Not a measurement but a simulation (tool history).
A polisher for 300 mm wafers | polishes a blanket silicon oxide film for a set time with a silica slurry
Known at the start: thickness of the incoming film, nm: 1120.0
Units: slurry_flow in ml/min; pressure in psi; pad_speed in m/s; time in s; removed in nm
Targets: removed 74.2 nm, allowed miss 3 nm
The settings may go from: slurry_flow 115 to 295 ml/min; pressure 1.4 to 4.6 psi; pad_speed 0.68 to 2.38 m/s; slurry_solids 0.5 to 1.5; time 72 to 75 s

run 1 hour=0 | slurry_flow=190 pressure=3 pad_speed=1.52 slurry_solids=1 time=72 | removed=219.05
run 2 hour=2.1 | slurry_flow=185 pressure=2.5 pad_speed=1.24 slurry_solids=0.95 time=72 | removed=150.91
run 3 hour=3.6 | slurry_flow=185 pressure=2.1 pad_speed=1.24 slurry_solids=0.95 time=72 | removed=125.28
run 4 hour=12 | slurry_flow=185 pressure=2.1 pad_speed=1.24 slurry_solids=0.8 time=72 | removed=116.33
run 5 hour=14.6 | slurry_flow=170 pressure=2.1 pad_speed=1.24 slurry_solids=0.8 time=72 | removed=115.64
run 6 hour=19.7 | slurry_flow=170 pressure=2.1 pad_speed=1.24 slurry_solids=0.8 time=75 | removed=120.75
run 7 hour=21 | slurry_flow=170 pressure=1.9 pad_speed=1.14 slurry_solids=0.8 time=75 | removed=100.29
run 8 hour=23.6 | slurry_flow=165 pressure=1.7 pad_speed=1.12 slurry_solids=0.8 time=75 | removed=90.798
run 9 hour=32.5 | slurry_flow=160 pressure=1.6 pad_speed=1.1 slurry_solids=0.8 time=75 | removed=84.195

Which of these 5 next moves meets every target?
run A hour=41.4 | slurry_flow=175 pressure=1.9 pad_speed=1.22 slurry_solids=0.7 time=74 | removed=?
run B hour=41.4 | slurry_flow=165 pressure=2.1 pad_speed=1.18 slurry_solids=0.5 time=72 | removed=?
run C hour=41.4 | slurry_flow=190 pressure=1.4 pad_speed=1 slurry_solids=1 time=72 | removed=?
run D hour=41.4 | slurry_flow=120 pressure=1.4 pad_speed=1.28 slurry_solids=1 time=72 | removed=?
run E hour=41.4 | slurry_flow=165 pressure=1.6 pad_speed=1.24 slurry_solids=0.65 time=75 | removed=?

move=A removed=100.47
move=B removed=83.159
move=C removed=76.653
move=D removed=85.167
move=E removed=82.922
A: further off than the last run
B: nearer than the last run, and not there yet
C: meets every target
D: further off than the last run
E: nearer than the last run, and not there yet
Answer: C
